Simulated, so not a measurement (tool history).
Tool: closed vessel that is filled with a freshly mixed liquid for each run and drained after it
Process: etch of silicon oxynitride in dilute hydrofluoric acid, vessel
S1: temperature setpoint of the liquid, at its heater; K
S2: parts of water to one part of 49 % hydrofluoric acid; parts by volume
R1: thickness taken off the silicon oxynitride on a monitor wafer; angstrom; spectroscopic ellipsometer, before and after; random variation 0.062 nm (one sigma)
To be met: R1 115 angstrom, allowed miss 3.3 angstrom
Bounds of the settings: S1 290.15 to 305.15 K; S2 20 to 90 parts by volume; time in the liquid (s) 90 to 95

run 1 hour=0 | S1=297.15 S2=50 time_in_the_liquid_(s)=90 | R1=89.751
run 2 hour=8.8 | S1=297.15 S2=50 time_in_the_liquid_(s)=95 | R1=94.183
run 3 hour=10.6 | S1=294.65 S2=50 time_in_the_liquid_(s)=95 | R1=84.765
run 4 hour=14.8 | S1=297.15 S2=50 time_in_the_liquid_(s)=95 | R1=94.814
run 5 hour=16.1 | S1=294.65 S2=50 time_in_the_liquid_(s)=95 | R1=83.523
run 6 hour=16.9 | S1=294.65 S2=50 time_in_the_liquid_(s)=90 | R1=79.947
run 7 hour=22.5 | S1=295.65 S2=50 time_in_the_liquid_(s)=90 | R1=83.556
run 8 hour=30.4 | S1=296.15 S2=50 time_in_the_liquid_(s)=90 | R1=85.665
run 9 hour=39 | S1=296.15 S2=50 time_in_the_liquid_(s)=90 | R1=86.03
run 10 hour=42.4 | S1=296.65 S2=50 time_in_the_liquid_(s)=90 | R1=86.968
run 11 hour=48.1 | S1=297.15 S2=50 time_in_the_liquid_(s)=90 | R1=90.933
run 12 hour=55 | S1=297.65 S2=50 time_in_the_liquid_(s)=90 | R1=92.143
run 13 hour=61.3 | S1=298.15 S2=50 time_in_the_liquid_(s)=90 | R1=94.353
run 14 hour=66.9 | S1=298.65 S2=50 time_in_the_liquid_(s)=90 | R1=96.894

Which of these 4 next moves meets every target?
run A hour=72.5 | S1=302.65 S2=80 time_in_the_liquid_(s)=90 | R1=?
run B hour=72.5 | S1=300.15 S2=50 time_in_the_liquid_(s)=95 | R1=?
run C hour=72.5 | S1=300.15 S2=45 time_in_the_liquid_(s)=95 | R1=?
run D hour=72.5 | S1=303.15 S2=55 time_in_the_liquid_(s)=95 | R1=?

move=A R1=70.653
move=B R1=109.35
move=C R1=122.05
move=D R1=113.91
A: further off than the last run
B: nearer than the last run, and not there yet
C: takes the result that was furthest off past its target
D: meets every target
Answer: D
